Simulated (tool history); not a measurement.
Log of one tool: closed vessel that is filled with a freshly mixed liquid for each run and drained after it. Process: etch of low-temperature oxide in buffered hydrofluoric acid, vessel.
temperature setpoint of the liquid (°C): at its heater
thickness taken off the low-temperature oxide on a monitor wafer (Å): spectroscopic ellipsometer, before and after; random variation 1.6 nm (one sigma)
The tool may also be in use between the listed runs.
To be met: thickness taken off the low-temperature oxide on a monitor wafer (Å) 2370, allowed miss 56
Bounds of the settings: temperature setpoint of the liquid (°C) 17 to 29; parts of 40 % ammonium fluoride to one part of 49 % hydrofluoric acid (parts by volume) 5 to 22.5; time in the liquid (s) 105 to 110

run    day  temperature setpoint of the liquid (°C)  parts of 40 % ammonium fluoride to one part of 49 % hydrofluoric acid (parts by volume)  time in the liquid (s)  thickness taken off the low-temperature oxide on a monitor wafer (Å)
  1      0                                       21                                                                                     13.5                     105                                                                1599.8
  2   0.05                                     23.5                                                                                     13.5                     105                                                                1831.7
  3  0.179                                       25                                                                                     13.5                     105                                                                1995.2
  4  0.342                                       26                                                                                     13.5                     105                                                                2113.6
  5  0.625                                     26.5                                                                                     13.5                     105                                                                2164.7
  6  0.792                                       27                                                                                     13.5                     105                                                                2235.8
  7  0.875                                     27.5                                                                                     13.5                     105                                                                2330.9
  8   0.95                                     27.5                                                                                     13.5                     105                                                                2297.7

4 next moves are on the table. One of them brings every result within its allowed miss. Which?
  A  1.025                                     27.5                                                                                       15                     110                                                                     ?
  B  1.025                                       25                                                                                       13                     110                                                                     ?
  C  1.025                                     24.5                                                                                       11                     105                                                                     ?
  D  1.025                                       28                                                                                     13.5                     110                                                                     ?

move  thickness taken off the low-temperature oxide on a monitor wafer (Å)
   A                                                                2165.9
   B                                                                2178.4
   C                                                                2382.4
   D                                                                2466.4
A: further off than the last run
B: further off than the last run
C: meets every target
D: takes the result that was furthest off past its target
Move C is the one to make.

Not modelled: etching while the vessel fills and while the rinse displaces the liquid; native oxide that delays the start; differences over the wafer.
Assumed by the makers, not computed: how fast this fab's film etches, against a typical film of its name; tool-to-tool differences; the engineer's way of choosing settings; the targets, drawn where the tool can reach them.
